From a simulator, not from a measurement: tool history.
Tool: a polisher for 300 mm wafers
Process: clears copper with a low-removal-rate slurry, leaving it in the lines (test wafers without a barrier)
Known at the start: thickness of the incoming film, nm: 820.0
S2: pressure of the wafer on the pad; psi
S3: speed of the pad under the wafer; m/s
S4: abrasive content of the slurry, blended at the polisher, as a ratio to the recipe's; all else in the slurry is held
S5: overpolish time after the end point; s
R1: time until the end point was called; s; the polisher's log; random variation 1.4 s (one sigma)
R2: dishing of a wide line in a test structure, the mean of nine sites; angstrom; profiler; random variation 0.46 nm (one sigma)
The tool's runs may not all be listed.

Run 1, hour 0.0: flow of slurry (ml/min) 130, S2 4.1 psi, S3 1.22 m/s, S4 1.00, S5 20 s. Result: R1 153.51 s, R2 612.43 angstrom.
Run 2, hour 6.2: flow of slurry (ml/min) 130, S2 4.1 psi, S3 1.22 m/s, S4 0.85, S5 20 s. Result: R1 159.44 s, R2 609.11 angstrom.
Run 3, hour 11.9: flow of slurry (ml/min) 120, S2 4.1 psi, S3 1.22 m/s, S4 0.85, S5 20 s. Result: R1 160.29 s, R2 612.49 angstrom.
Run 4, hour 13.4: flow of slurry (ml/min) 120, S2 4.1 psi, S3 1.22 m/s, S4 1.05, S5 20 s. Result: R1 151.67 s, R2 629.56 angstrom.
Run 5, hour 14.5: flow of slurry (ml/min) 120, S2 4.1 psi, S3 1.22 m/s, S4 1.25, S5 20 s. Result: R1 146.89 s, R2 637.79 angstrom.
Run 6, hour 16.6: flow of slurry (ml/min) 140, S2 3.9 psi, S3 1.28 m/s, S4 1.30, S5 16 s. Result: R1 143.64 s, R2 557.18 angstrom.

The next listed run, before its measurement:
Run 7, hour 20.8: flow of slurry (ml/min) 105, S2 4.8 psi, S3 1.48 m/s, S4 1.05, S5 6 s. Result: R1 ?, R2 ?.

Run 7 gave R1 114.54 s, R2 278.68 angstrom.

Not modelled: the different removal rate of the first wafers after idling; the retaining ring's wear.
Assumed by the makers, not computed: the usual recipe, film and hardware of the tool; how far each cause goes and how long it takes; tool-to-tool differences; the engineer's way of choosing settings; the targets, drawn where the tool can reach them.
